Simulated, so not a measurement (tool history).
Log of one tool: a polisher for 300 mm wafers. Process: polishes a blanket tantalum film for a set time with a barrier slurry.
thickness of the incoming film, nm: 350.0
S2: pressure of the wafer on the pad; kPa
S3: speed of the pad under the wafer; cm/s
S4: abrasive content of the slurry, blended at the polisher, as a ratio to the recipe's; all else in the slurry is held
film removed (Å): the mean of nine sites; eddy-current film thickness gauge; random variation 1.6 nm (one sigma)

{"run": 1, "hour": 0.0, "flow of slurry (ml/min)": 295, "S2": 12.4, "S3": 124, "S4": 1, "polishing time (s)": 94, "film removed (Å)": 1515.2}
{"run": 2, "hour": 0.9, "flow of slurry (ml/min)": 235, "S2": 12.4, "S3": 124, "S4": 1, "polishing time (s)": 94, "film removed (Å)": 1504.2}
{"run": 3, "hour": 9.9, "flow of slurry (ml/min)": 235, "S2": 11.7, "S3": 124, "S4": 1, "polishing time (s)": 94, "film removed (Å)": 1383.5}
{"run": 4, "hour": 12.2, "flow of slurry (ml/min)": 235, "S2": 11, "S3": 124, "S4": 1, "polishing time (s)": 94, "film removed (Å)": 1341}
{"run": 5, "hour": 19.3, "flow of slurry (ml/min)": 235, "S2": 10.3, "S3": 124, "S4": 1, "polishing time (s)": 94, "film removed (Å)": 1262.2}
{"run": 6, "hour": 27.2, "flow of slurry (ml/min)": 235, "S2": 12.4, "S3": 124, "S4": 1, "polishing time (s)": 94, "film removed (Å)": 1496.6}
{"run": 7, "hour": 28.0, "flow of slurry (ml/min)": 235, "S2": 11.7, "S3": 124, "S4": 1, "polishing time (s)": 94, "film removed (Å)": 1426.1}

The next listed run, before its measurement:
{"run": 8, "hour": 29.1, "flow of slurry (ml/min)": 235, "S2": 11, "S3": 124, "S4": 1, "polishing time (s)": 94, "film removed (Å)": "?"}

{"run 8": {"film removed (Å)": 1313.3}}

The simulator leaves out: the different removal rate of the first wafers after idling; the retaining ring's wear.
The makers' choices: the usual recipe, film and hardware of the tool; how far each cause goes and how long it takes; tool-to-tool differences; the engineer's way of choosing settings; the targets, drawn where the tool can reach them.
